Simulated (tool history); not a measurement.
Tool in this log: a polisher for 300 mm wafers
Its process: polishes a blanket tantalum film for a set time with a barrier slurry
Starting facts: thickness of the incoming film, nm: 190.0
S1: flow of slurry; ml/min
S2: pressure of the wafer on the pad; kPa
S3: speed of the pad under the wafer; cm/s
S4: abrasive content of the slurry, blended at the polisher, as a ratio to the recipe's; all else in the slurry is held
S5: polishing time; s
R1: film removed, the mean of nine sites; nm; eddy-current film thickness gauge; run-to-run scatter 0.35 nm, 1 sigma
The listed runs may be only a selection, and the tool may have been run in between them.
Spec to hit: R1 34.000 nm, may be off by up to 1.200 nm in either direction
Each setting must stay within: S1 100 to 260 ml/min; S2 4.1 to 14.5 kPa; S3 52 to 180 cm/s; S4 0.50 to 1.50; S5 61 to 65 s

run,day,S1,S2,S3,S4,S5,R1
1,0.000,165,9.0,116,1.00,61,65.519
2,0.150,160,8.3,114,1.00,61,62.143
3,0.442,160,7.6,108,1.00,61,55.278
4,0.529,160,5.5,108,1.00,61,44.108
5,0.808,160,5.5,106,1.00,61,44.516
6,1.083,185,5.5,106,1.00,61,45.862
7,1.204,175,5.5,104,1.00,61,44.216
8,1.483,170,5.5,102,1.00,61,43.413
9,1.579,165,5.5,100,1.00,61,42.721
10,1.650,160,5.5,98,1.00,61,41.877
11,1.892,155,5.5,96,1.00,61,40.941
12,2.129,150,5.5,96,1.00,61,40.478
13,2.479,145,5.5,96,1.00,61,39.733
14,2.788,140,5.5,96,1.00,61,40.243
15,2.958,135,4.8,94,1.00,61,36.718

5 next moves are on the table. One of them brings every result within its allowed miss. Which?
A,3.129,100,4.8,106,1.10,65,?
B,3.129,145,4.8,100,1.00,62,?
C,3.129,155,4.8,96,1.15,64,?
D,3.129,100,6.9,84,0.85,64,?
E,3.129,175,4.1,82,1.35,61,?

move,R1
A,40.242
B,39.009
C,41.309
D,37.263
E,34.272
A: the biggest miss grows against the last run
B: the biggest miss grows against the last run
C: the biggest miss grows against the last run
D: the biggest miss grows against the last run
E: all results land within tolerance of their targets
The move that meets every target is E.
